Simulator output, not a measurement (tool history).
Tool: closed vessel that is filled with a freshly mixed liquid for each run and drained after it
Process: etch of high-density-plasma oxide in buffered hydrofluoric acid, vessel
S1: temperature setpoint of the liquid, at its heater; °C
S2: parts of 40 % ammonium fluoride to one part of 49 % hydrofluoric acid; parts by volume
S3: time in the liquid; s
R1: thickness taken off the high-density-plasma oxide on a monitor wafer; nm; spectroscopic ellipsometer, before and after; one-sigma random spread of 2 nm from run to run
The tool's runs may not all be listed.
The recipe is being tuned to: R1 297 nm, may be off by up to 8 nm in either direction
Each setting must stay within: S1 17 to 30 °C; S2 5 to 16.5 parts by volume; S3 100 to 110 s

run	day	S1	S2	S3	R1
1	0	22	10	100	131.28
2	0.167	22	10	110	144.67
3	0.467	24	10	110	161.12
4	0.588	24	11	110	146.48
5	0.879	24.5	10.5	110	158.07
6	0.958	25	10	110	169.7
7	1.262	25.5	9.5	110	180.63
8	1.488	26	9	110	192.8
9	1.65	26.5	8.5	110	208.94
10	1.838	27	8.5	110	214.87
11	2.125	27.5	8.5	110	222.24
12	2.467	29	7.5	110	275.28
13	2.817	29	7.5	110	273.45
14	2.879	29.5	7.5	110	284.33
15	3.162	30	7.5	110	290.62

Of the 4 settings listed for the next run, only one would bring every result within its allowed miss of target. Which one?
A	3.446	29.5	7	100	?
B	3.446	26.5	6	110	?
C	3.446	28.5	6.5	100	?
D	3.446	28	7	110	?

move	R1
A	276.99
B	296.98
C	280.21
D	281.5
A: the biggest miss grows against the last run
B: all results in spec
C: the biggest miss grows against the last run
D: the biggest miss grows against the last run
The right move is B.

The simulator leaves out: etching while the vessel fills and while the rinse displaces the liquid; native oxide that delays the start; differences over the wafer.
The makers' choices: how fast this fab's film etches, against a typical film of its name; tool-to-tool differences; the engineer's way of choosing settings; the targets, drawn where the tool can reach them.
